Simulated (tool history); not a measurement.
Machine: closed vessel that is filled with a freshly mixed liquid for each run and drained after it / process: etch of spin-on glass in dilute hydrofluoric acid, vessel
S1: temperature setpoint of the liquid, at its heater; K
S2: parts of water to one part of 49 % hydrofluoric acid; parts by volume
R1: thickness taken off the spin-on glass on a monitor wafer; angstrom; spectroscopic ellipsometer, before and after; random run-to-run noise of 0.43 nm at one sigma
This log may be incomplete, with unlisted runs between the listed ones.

{"run": 1, "hour": 0.0, "S1": 294.15, "S2": 190, "time in the liquid (s)": 140, "R1": 226.41}
{"run": 2, "hour": 3.1, "S1": 296.15, "S2": 170, "time in the liquid (s)": 140, "R1": 280.09}
{"run": 3, "hour": 11.1, "S1": 296.15, "S2": 170, "time in the liquid (s)": 140, "R1": 282.85}
{"run": 4, "hour": 17.8, "S1": 297.65, "S2": 160, "time in the liquid (s)": 140, "R1": 327.16}
{"run": 5, "hour": 22.3, "S1": 297.65, "S2": 130, "time in the liquid (s)": 140, "R1": 405.39}
{"run": 6, "hour": 28.8, "S1": 297.65, "S2": 65, "time in the liquid (s)": 140, "R1": 883.89}
{"run": 7, "hour": 31.1, "S1": 296.65, "S2": 80, "time in the liquid (s)": 140, "R1": 682.72}
{"run": 8, "hour": 34.7, "S1": 295.15, "S2": 85, "time in the liquid (s)": 140, "R1": 584.85}
{"run": 9, "hour": 37.2, "S1": 294.15, "S2": 85, "time in the liquid (s)": 140, "R1": 568.76}
{"run": 10, "hour": 42.9, "S1": 293.15, "S2": 85, "time in the liquid (s)": 140, "R1": 537.55}

Run 11 comes next. What will it give?
{"run": 11, "hour": 49.7, "S1": 292.65, "S2": 85, "time in the liquid (s)": 140, "R1": "?"}

Run 11 came out at R1 544.31 angstrom.

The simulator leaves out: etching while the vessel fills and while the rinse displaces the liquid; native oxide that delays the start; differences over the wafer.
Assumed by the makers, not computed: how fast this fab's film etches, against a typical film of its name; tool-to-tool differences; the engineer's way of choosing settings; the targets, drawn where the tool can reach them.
